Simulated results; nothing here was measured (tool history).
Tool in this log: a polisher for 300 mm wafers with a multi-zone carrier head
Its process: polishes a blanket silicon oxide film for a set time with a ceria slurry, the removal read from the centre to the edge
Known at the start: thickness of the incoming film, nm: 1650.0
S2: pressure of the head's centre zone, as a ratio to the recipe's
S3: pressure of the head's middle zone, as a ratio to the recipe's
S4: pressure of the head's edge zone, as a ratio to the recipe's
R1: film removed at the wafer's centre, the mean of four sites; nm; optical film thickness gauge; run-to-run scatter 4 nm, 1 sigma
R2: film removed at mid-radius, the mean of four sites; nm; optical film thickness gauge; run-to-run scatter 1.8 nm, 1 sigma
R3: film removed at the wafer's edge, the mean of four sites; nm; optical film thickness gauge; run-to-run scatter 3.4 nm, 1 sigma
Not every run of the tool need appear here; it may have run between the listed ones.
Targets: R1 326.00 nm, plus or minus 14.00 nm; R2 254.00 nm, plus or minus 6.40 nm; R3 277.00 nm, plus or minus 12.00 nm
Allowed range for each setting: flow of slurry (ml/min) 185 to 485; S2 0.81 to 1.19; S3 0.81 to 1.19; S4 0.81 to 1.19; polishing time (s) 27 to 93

Run 1, hour 0.0: flow of slurry (ml/min) 310, S2 1.00, S3 1.00, S4 1.00, polishing time (s) 59. Result: R1 406.17 nm, R2 401.48 nm, R3 402.10 nm.
Run 2, hour 3.2: flow of slurry (ml/min) 310, S2 1.00, S3 1.00, S4 1.05, polishing time (s) 59. Result: R1 412.06 nm, R2 401.72 nm, R3 420.50 nm.
Run 3, hour 6.8: flow of slurry (ml/min) 270, S2 1.00, S3 1.00, S4 1.05, polishing time (s) 59. Result: R1 412.91 nm, R2 401.24 nm, R3 415.36 nm.
Run 4, hour 12.0: flow of slurry (ml/min) 270, S2 1.00, S3 1.00, S4 1.10, polishing time (s) 59. Result: R1 414.53 nm, R2 400.91 nm, R3 427.10 nm.
Run 5, hour 19.0: flow of slurry (ml/min) 270, S2 1.00, S3 1.08, S4 1.10, polishing time (s) 59. Result: R1 410.48 nm, R2 427.57 nm, R3 427.75 nm.
At hour 25.8: slurry nozzle cleaned.
Run 6, hour 25.8: flow of slurry (ml/min) 265, S2 1.02, S3 1.04, S4 1.07, polishing time (s) 55. Result: R1 404.01 nm, R2 391.68 nm, R3 406.57 nm.
Run 7, hour 30.0: flow of slurry (ml/min) 265, S2 1.03, S3 1.01, S4 1.02, polishing time (s) 51. Result: R1 373.35 nm, R2 355.36 nm, R3 356.44 nm.
Run 8, hour 36.8: flow of slurry (ml/min) 265, S2 1.03, S3 1.01, S4 1.02, polishing time (s) 51. Result: R1 373.52 nm, R2 360.88 nm, R3 355.17 nm.

Consider the 4 candidate settings below. Which is the only one whose results all fall within their allowed miss of target?
Run A, hour 43.6: flow of slurry (ml/min) 250, S2 1.10, S3 1.03, S4 0.96, polishing time (s) 44. Result: R1 ?, R2 ?, R3 ?.
Run B, hour 43.6: flow of slurry (ml/min) 235, S2 0.87, S3 1.00, S4 1.08, polishing time (s) 67. Result: R1 ?, R2 ?, R3 ?.
Run C, hour 43.6: flow of slurry (ml/min) 275, S2 1.09, S3 0.97, S4 1.19, polishing time (s) 43. Result: R1 ?, R2 ?, R3 ?.
Run D, hour 43.6: flow of slurry (ml/min) 240, S2 1.17, S3 0.92, S4 1.04, polishing time (s) 39. Result: R1 ?, R2 ?, R3 ?.

move      R1      R2      R3
   A  347.69  317.05  305.21
   B  415.87  469.30  488.66
   C  338.99  296.40  331.29
   D  326.64  254.72  280.16
A: an improvement on the last run, though not all results are within tolerance
B: its largest miss is bigger than the last run's
C: an improvement on the last run, though not all results are within tolerance
D: all results land within tolerance of their targets
Answer: D
